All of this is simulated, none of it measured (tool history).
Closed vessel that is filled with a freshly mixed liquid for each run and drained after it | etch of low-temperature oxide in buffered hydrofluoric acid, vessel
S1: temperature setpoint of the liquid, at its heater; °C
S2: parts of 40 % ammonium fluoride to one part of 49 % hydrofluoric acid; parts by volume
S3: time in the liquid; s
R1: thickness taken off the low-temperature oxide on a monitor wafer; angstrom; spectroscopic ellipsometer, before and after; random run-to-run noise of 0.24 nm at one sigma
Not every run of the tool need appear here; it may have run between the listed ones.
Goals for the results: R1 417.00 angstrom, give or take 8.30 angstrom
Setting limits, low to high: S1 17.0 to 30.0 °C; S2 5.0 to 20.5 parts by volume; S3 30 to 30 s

run  hour    S1    S2  S3      R1
  1   0.0  22.0  12.5  30  468.52
  2   2.9  19.0  12.5  30  393.54
  3   8.3  19.0  11.5  30  430.06
  4   9.6  21.5  11.5  30  498.61
  5  12.1  20.5  11.5  30  469.67
  6  15.0  20.0  11.5  30  451.83
  7  16.7  19.5  11.5  30  443.43
  8  20.1  19.0  11.5  30  428.86

Exactly one of the 4 candidate moves below puts every result within its allowed miss. Which one?
  A  23.5  19.5  11.5  30   ?
  B  23.5  17.0  10.5  30   ?
  C  23.5  21.0  14.0  30   ?
  D  23.5  17.0  11.0  30   ?

move      R1
   A  444.57
   B  420.82
   C  399.19
   D  402.14
A: the biggest miss grows against the last run
B: in spec on every target
C: takes the result that was furthest off past its target
D: takes the result that was furthest off past its target
B is the move that brings every result within its allowed miss.
